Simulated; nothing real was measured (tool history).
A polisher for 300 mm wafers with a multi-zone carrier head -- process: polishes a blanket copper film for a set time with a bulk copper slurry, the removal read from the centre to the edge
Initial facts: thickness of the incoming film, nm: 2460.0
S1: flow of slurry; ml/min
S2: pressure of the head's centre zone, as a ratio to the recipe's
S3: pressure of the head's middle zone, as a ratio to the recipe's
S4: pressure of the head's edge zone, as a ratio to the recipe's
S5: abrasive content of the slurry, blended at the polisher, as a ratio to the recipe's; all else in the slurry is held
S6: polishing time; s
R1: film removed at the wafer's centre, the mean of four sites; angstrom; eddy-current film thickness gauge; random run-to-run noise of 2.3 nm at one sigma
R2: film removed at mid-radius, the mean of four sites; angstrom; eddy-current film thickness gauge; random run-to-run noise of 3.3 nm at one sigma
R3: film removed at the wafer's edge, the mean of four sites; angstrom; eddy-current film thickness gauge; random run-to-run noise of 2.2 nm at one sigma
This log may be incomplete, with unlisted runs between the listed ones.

run 1 hour=0.0 | S1=240 S2=1.00 S3=1.00 S4=1.00 S5=1.00 S6=44 | R1=4578.8 R2=4569.5 R3=4600.8
run 2 hour=1.9 | S1=295 S2=1.00 S3=1.00 S4=1.00 S5=1.00 S6=44 | R1=4722.3 R2=4622.2 R3=4636.7
run 3 hour=7.7 | S1=295 S2=1.00 S3=1.05 S4=1.00 S5=1.00 S6=44 | R1=4704.9 R2=4805.4 R3=4687.6
run 4 hour=15.6 | S1=305 S2=1.00 S3=1.04 S4=0.97 S5=0.90 S6=41 | R1=4252.1 R2=4379.9 R3=4210.9
run 5 hour=22.1 | S1=305 S2=1.00 S3=1.04 S4=0.97 S5=0.90 S6=47 | R1=4906.5 R2=4846.4 R3=4862.0
run 6 hour=24.6 | S1=315 S2=1.02 S3=1.04 S4=0.94 S5=0.80 S6=44 | R1=4447.9 R2=4519.7 R3=4254.8
run 7 hour=29.9 | S1=310 S2=1.02 S3=1.00 S4=0.92 S5=0.75 S6=43 | R1=4267.7 R2=4113.2 R3=4036.4
run 8 hour=32.6 | S1=305 S2=1.03 S3=0.99 S4=0.90 S5=0.70 S6=42 | R1=4092.0 R2=3892.4 R3=3794.7
run 9 hour=38.1 | S1=295 S2=1.03 S3=0.99 S4=0.88 S5=0.65 S6=41 | R1=3830.9 R2=3693.7 R3=3568.2
run 10 hour=42.4 | S1=280 S2=1.04 S3=0.99 S4=0.87 S5=0.60 S6=41 | R1=3761.5 R2=3525.4 R3=3404.7
run 11 hour=47.6 | S1=255 S2=1.04 S3=0.99 S4=0.86 S5=0.60 S6=41 | R1=3722.4 R2=3530.6 R3=3365.6

Forecast run 12:
run 12 hour=49.4 | S1=240 S2=1.04 S3=0.99 S4=0.85 S5=0.60 S6=41 | R1=? R2=? R3=?

{"run 12": {"R1": 3689.1, "R2": 3500.0, "R3": 3351.6}}

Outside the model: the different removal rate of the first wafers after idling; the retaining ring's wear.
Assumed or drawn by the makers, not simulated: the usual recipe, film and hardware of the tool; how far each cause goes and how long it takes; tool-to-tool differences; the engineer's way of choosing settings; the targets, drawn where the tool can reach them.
